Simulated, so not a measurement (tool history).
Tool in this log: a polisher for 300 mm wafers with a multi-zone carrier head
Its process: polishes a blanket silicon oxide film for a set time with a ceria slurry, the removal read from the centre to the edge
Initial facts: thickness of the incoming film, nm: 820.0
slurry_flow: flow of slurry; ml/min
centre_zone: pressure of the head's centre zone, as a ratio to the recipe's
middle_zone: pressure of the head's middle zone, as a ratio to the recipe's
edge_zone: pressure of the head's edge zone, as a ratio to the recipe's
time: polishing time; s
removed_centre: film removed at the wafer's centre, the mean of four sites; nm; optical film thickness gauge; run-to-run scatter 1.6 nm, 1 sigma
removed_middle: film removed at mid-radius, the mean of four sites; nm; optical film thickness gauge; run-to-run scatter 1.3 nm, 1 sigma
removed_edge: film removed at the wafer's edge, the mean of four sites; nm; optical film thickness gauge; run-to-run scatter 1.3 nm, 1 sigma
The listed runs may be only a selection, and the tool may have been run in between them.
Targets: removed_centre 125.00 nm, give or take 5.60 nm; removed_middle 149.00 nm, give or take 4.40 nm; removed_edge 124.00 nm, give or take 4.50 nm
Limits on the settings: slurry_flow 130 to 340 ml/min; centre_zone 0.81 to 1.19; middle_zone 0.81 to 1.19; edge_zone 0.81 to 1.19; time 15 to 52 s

run	hour	slurry_flow	centre_zone	middle_zone	edge_zone	time	removed_centre	removed_middle	removed_edge
1	0.0	220	1.00	1.00	1.00	33	104.48	102.66	96.52
2	3.5	230	0.99	1.05	1.03	35	111.16	114.09	103.32
3	11.7	235	0.98	1.08	1.05	36	113.49	118.48	108.35
4	12.5	235	0.98	1.03	1.05	36	114.20	114.25	108.84
5	18.9	240	0.97	1.07	1.05	37	113.33	122.19	110.87
6	22.9	215	0.97	1.07	1.05	37	115.33	120.80	110.87
7	24.2	220	0.96	1.10	1.05	38	117.83	126.45	115.27
# hour 27.3: centre zone pressure recalibrated
8	27.3	230	0.95	1.12	1.04	39	112.35	132.66	117.02
9	31.8	235	0.96	1.14	1.04	39	115.05	135.85	118.92
10	34.7	240	0.98	1.15	1.03	39	117.55	138.67	116.34
11	35.3	245	0.98	1.16	1.04	39	119.28	138.22	119.64

Consider the 5 candidate settings below. Which is the only one whose results all fall within their allowed miss of target?
A	35.9	275	0.97	1.15	0.98	42	?	?	?
B	35.9	260	0.88	1.12	1.12	37	?	?	?
C	35.9	255	1.08	1.13	1.07	35	?	?	?
D	35.9	230	0.95	1.19	1.07	38	?	?	?
E	35.9	245	0.94	1.06	1.12	40	?	?	?

move	removed_centre	removed_middle	removed_edge
A	125.04	148.00	122.23
B	101.51	126.93	114.71
C	112.89	120.72	105.90
D	109.62	136.04	114.20
E	114.95	130.29	123.68
A: all results in spec
B: its largest miss is bigger than the last run's
C: its largest miss is bigger than the last run's
D: its largest miss is bigger than the last run's
E: its largest miss is bigger than the last run's
Correct choice: A, which meets every target
